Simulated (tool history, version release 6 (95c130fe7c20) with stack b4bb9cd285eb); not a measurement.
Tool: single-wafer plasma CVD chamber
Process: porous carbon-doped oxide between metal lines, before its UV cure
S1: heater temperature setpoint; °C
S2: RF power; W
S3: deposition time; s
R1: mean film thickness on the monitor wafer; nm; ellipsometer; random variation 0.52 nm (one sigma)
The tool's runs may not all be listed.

Run 1, hour 0.0: S1 315 °C, S2 475 W, S3 21.5 s. Result: R1 116.99 nm.
Run 2, hour 4.8: S1 315 °C, S2 475 W, S3 21.5 s. Result: R1 116.97 nm.
Run 3, hour 9.3: S1 313 °C, S2 480 W, S3 21.5 s. Result: R1 118.07 nm.
Run 4, hour 15.7: S1 311 °C, S2 485 W, S3 21.5 s. Result: R1 121.24 nm.
At hour 23.7: RF generator calibrated.
Run 5, hour 23.7: S1 311 °C, S2 420 W, S3 21.5 s. Result: R1 111.10 nm.
Run 6, hour 26.2: S1 309 °C, S2 430 W, S3 21.5 s. Result: R1 115.07 nm.
Run 7, hour 29.2: S1 307 °C, S2 435 W, S3 21.5 s. Result: R1 116.66 nm.
Run 8, hour 31.3: S1 305 °C, S2 440 W, S3 21.5 s. Result: R1 119.58 nm.

The next listed run, before its measurement:
Run 9, hour 38.3: S1 303 °C, S2 445 W, S3 21.5 s. Result: R1 ?.

{"run 9": {"R1": 121.61}}
